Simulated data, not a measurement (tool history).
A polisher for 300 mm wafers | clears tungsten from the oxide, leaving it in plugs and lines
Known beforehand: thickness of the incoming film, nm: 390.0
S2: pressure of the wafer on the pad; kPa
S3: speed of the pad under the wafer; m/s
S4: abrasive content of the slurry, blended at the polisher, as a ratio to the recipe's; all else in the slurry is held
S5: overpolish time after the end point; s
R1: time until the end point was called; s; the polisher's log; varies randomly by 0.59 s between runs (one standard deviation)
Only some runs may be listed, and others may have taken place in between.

Run 1, hour 0.0: flow of slurry (ml/min) 300, S2 22.1 kPa, S3 1.24 m/s, S4 1.0, S5 3 s. Result: R1 70.258 s.
Run 2, hour 7.5: flow of slurry (ml/min) 260, S2 22.1 kPa, S3 1.24 m/s, S4 1.0, S5 3 s. Result: R1 70.886 s.
Run 3, hour 9.4: flow of slurry (ml/min) 260, S2 22.1 kPa, S3 0.96 m/s, S4 1.0, S5 3 s. Result: R1 87.056 s.
Run 4, hour 10.8: flow of slurry (ml/min) 260, S2 24.8 kPa, S3 0.96 m/s, S4 1.0, S5 3 s. Result: R1 79.766 s.
Run 5, hour 11.3: flow of slurry (ml/min) 260, S2 27.6 kPa, S3 0.98 m/s, S4 1.0, S5 3 s. Result: R1 69.315 s.
Run 6, hour 13.3: flow of slurry (ml/min) 260, S2 29.0 kPa, S3 0.98 m/s, S4 1.0, S5 3 s. Result: R1 67.442 s.
Run 7, hour 21.6: flow of slurry (ml/min) 260, S2 29.0 kPa, S3 0.98 m/s, S4 1.0, S5 3 s. Result: R1 66.657 s.
Run 8, hour 26.1: flow of slurry (ml/min) 260, S2 30.3 kPa, S3 0.98 m/s, S4 1.0, S5 3 s. Result: R1 63.996 s.

Estimate the outcome of run 9 from the log above:
Run 9, hour 28.1: flow of slurry (ml/min) 260, S2 30.3 kPa, S3 0.98 m/s, S4 1.0, S5 3 s. Result: R1 ?.

Logged for run 9: R1 63.699 s.
